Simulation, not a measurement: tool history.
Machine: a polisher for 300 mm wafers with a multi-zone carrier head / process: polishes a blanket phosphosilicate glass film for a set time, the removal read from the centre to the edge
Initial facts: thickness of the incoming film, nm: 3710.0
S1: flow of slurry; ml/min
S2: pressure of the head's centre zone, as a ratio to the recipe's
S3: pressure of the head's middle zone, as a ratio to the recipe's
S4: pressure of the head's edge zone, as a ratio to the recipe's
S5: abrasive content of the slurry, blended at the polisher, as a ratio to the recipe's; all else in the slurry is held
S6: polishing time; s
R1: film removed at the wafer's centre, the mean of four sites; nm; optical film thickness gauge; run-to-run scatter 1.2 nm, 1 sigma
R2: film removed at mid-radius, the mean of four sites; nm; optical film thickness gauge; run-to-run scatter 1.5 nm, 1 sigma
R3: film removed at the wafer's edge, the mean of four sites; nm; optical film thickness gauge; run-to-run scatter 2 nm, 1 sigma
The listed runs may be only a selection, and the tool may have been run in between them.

run    day   S1    S2    S3    S4    S5  S6      R1      R2      R3
  1      0  150     1     1     1     1  37  170.02  168.31  175.25
  2  0.154  150  0.97     1  1.05  1.05  37  168.85  172.88  180.75
  3  0.342  145  0.93  0.98  1.08   1.1  37  162.21  171.55  189.38
  4  0.417  145  0.93  0.98  1.08  0.95  37  150.78  163.31  172.78
  5  0.775  120  0.93  0.98  1.08  0.95  37  144.19  154.82   167.1
  6  0.958  120  0.93  0.98  1.08   0.8  37  133.09  142.06   154.5

Forecast run 7:
  7  1.138  140  0.91  0.97  1.11  0.85  37   ?   ?   ?

For run 7 the tool returned R1 139.87 nm, R2 151.49 nm, R3 166.27 nm.

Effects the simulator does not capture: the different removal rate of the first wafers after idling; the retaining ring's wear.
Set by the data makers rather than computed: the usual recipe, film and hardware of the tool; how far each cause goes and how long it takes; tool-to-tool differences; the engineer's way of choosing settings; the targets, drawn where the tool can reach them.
